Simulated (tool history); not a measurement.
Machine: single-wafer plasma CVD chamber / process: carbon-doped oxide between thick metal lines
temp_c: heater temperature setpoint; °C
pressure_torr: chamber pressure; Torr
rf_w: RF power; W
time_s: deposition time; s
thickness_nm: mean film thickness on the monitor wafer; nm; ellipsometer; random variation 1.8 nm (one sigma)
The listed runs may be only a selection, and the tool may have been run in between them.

| run | hour | temp_c | pressure_torr | rf_w | time_s | thickness_nm |
|---|---|---|---|---|---|---|
| 1 | 0.0 | 365 | 4.12 | 395 | 194 | 781.78 |
| 2 | 7.8 | 365 | 4.62 | 395 | 194 | 790.60 |
| 3 | 13.3 | 365 | 4.60 | 385 | 193 | 769.68 |
| 4 | 22.3 | 365 | 4.59 | 375 | 192 | 743.73 |
| 5 | 31.1 | 365 | 4.58 | 370 | 192 | 734.60 |
| 6 | 39.0 | 365 | 4.57 | 365 | 192 | 722.23 |
| 7 | 41.6 | 365 | 4.56 | 360 | 192 | 713.01 |
| 8 | 48.5 | 365 | 4.54 | 355 | 192 | 699.78 |
| 9 | 52.4 | 365 | 4.51 | 350 | 192 | 691.49 |
| 10 | 58.5 | 365 | 4.51 | 350 | 192 | 687.50 |
| 11 | 62.6 | 365 | 4.47 | 350 | 192 | 689.78 |
| 12 | 64.5 | 365 | 4.44 | 345 | 192 | 680.97 |
| 13 | 70.0 | 365 | 4.42 | 345 | 192 | 679.76 |
| 14 | 72.9 | 365 | 4.39 | 345 | 192 | 676.71 |
| 15 | 74.9 | 365 | 4.35 | 345 | 192 | 677.11 |
| 16 | 83.1 | 365 | 4.32 | 345 | 192 | 675.10 |
| 17 | 84.5 | 365 | 4.28 | 345 | 192 | 673.63 |
| 18 | 87.7 | 365 | 4.24 | 345 | 192 | 672.77 |
| 19 | 93.2 | 365 | 4.20 | 345 | 192 | 674.60 |
| 20 | 94.9 | 365 | 4.18 | 345 | 192 | 674.26 |
| 21 | 101.6 | 365 | 4.16 | 345 | 192 | 673.00 |
| 22 | 108.3 | 365 | 4.13 | 345 | 192 | 668.79 |
| 23 | 114.1 | 365 | 4.09 | 345 | 192 | 667.30 |
| 24 | 122.3 | 365 | 4.05 | 345 | 192 | 670.99 |

Predict the results of run 25:
| 25 | 123.4 | 365 | 4.03 | 345 | 192 | ? |

Logged for run 25: thickness_nm 670.92 nm.
